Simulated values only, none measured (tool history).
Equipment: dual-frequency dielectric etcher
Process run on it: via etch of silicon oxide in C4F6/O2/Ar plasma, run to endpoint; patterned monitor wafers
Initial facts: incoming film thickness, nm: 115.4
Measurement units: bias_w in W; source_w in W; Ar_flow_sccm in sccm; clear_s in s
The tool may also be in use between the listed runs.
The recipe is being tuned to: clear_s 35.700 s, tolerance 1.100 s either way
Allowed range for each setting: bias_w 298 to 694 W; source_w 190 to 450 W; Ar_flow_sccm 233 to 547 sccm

run,hour,bias_w,source_w,Ar_flow_sccm,clear_s
1,0.0,496,320,390,28.207
2,2.6,455,300,398,30.225
3,5.7,455,300,355,29.688
4,9.9,424,290,360,30.541
5,13.1,424,310,360,29.922
6,14.3,398,290,368,31.341
7,21.1,378,280,374,33.369
8,28.2,366,280,375,33.213
9,30.5,353,280,377,34.367
10,34.8,346,280,377,34.409

4 next moves are on the table. One of them brings every result within its allowed miss. Which?
A,39.1,350,290,324,?
B,39.1,366,340,465,?
C,39.1,410,220,429,?
D,39.1,298,260,407,?

move,clear_s
A,32.759
B,32.013
C,35.615
D,37.608
A: further off than the last run
B: further off than the last run
C: meets every target
D: takes the biggest miss from the last run beyond its target
C is the move that brings every result within its allowed miss.

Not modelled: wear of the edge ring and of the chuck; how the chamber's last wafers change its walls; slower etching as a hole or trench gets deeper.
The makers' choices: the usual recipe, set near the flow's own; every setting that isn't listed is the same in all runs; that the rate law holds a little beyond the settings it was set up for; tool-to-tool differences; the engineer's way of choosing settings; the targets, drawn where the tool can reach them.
